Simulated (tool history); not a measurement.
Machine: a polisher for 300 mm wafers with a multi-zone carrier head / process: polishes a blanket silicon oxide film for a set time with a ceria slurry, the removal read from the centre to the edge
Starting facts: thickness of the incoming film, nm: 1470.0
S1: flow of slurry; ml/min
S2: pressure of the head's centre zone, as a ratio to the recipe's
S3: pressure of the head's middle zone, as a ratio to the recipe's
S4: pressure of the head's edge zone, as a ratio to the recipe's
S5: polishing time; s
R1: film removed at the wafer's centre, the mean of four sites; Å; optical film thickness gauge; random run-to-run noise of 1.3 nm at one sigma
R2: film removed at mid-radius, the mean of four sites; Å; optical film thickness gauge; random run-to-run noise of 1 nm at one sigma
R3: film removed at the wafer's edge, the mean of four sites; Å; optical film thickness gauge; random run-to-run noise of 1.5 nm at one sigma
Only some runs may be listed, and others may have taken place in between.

run    day   S1    S2    S3    S4  S5      R1       R2      R3
  1  0.000  295  1.00  1.00  1.00  58  1930.9  1940.20  1941.2
  2  0.171  285  1.02  0.94  1.00  48  1621.1  1515.90  1636.8
  3  0.421  285  1.02  0.94  0.96  48  1643.3  1498.00  1611.7
  4  0.562  285  1.02  0.90  0.96  48  1655.7  1464.00  1609.2
  5  0.712  225  1.02  0.90  0.96  48  1587.5  1443.30  1595.7
  6  0.833  250  1.03  0.88  0.95  42  1446.8  1218.90  1394.3
  7  1.033  255  1.00  0.81  0.88  33  1090.0   906.03  1052.2
  8  1.208  255  1.02  0.82  0.91  33  1093.0   926.59  1042.9

Estimate the outcome of run 9 from the log above:
  9  1.471  230  1.04  0.82  0.92  34   ?   ?   ?

Run 9 came out at R1 1154.9 Å, R2 932.29 Å, R3 1082.4 Å.

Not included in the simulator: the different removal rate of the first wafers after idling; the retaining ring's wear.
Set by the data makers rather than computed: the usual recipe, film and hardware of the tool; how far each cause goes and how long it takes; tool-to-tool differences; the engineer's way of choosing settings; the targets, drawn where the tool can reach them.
